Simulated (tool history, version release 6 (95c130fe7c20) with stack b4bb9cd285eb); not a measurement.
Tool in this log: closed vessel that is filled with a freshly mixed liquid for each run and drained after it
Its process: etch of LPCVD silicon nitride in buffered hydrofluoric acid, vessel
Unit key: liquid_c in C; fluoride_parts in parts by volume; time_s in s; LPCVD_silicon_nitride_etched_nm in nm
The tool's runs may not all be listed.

run,hour,liquid_c,fluoride_parts,time_s,LPCVD_silicon_nitride_etched_nm
1,0,25,22,585,4.311
2,9,24.5,22,585,4.1824
3,15.3,24,22,585,4.0263
4,20.6,23.5,22,585,3.969
5,22.8,23.5,22,585,3.957
6,30.2,23.5,22,380,2.576
7,32,24,22,380,2.6556
8,36.4,25,22,380,2.8119
9,45,25.5,21,380,2.9768

Predict the results of run 10:
10,54,26.5,20,380,?

LPCVD_silicon_nitride_etched_nm: 3.2335 nm

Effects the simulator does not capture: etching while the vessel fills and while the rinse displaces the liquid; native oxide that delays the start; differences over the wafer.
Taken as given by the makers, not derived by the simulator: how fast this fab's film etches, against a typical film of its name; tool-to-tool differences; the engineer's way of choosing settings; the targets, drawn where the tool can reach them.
